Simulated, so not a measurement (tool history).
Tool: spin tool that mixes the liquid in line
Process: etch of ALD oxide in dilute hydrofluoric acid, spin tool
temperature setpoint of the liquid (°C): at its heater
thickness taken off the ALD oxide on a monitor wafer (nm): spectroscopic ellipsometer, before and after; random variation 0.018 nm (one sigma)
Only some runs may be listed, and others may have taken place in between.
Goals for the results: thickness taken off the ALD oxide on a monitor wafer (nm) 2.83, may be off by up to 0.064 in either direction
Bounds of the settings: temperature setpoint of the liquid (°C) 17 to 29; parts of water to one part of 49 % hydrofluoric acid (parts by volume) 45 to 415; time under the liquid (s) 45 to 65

run  hour  temperature setpoint of the liquid (°C)  parts of water to one part of 49 % hydrofluoric acid (parts by volume)  time under the liquid (s)  thickness taken off the ALD oxide on a monitor wafer (nm)
  1     0                                       21                                                                     230                         65                                                     4.7893
  2   4.7                                       19                                                                     230                         65                                                     4.5013
  3  13.1                                     18.5                                                                     255                         65                                                     3.8558
  4  19.3                                       17                                                                     255                         65                                                     3.6684
  5  26.8                                       17                                                                     270                         65                                                     3.4551
  6  31.5                                       17                                                                     285                         65                                                     3.1946
  7    39                                       17                                                                     295                         65                                                     3.0787
  8  42.5                                       17                                                                     300                         65                                                     3.0262
  9  47.8                                       17                                                                     305                         65                                                     2.9501

Pick the move, out of 5, that brings all results within their allowed miss; only one does.
  A  53.1                                       17                                                                     225                         45                                                          ?
  B  53.1                                     20.5                                                                     330                         65                                                          ?
  C  53.1                                       17                                                                     215                         45                                                          ?
  D  53.1                                       17                                                                     220                         45                                                          ?
  E  53.1                                       17                                                                     315                         65                                                          ?

move  thickness taken off the ALD oxide on a monitor wafer (nm)
   A                                                     2.9989
   B                                                     3.0453
   C                                                     3.1681
   D                                                     3.0815
   E                                                     2.8536
A: lands further from the targets than the last run did
B: lands further from the targets than the last run did
C: lands further from the targets than the last run did
D: lands further from the targets than the last run did
E: in spec on every target
Go with E: it meets all targets.

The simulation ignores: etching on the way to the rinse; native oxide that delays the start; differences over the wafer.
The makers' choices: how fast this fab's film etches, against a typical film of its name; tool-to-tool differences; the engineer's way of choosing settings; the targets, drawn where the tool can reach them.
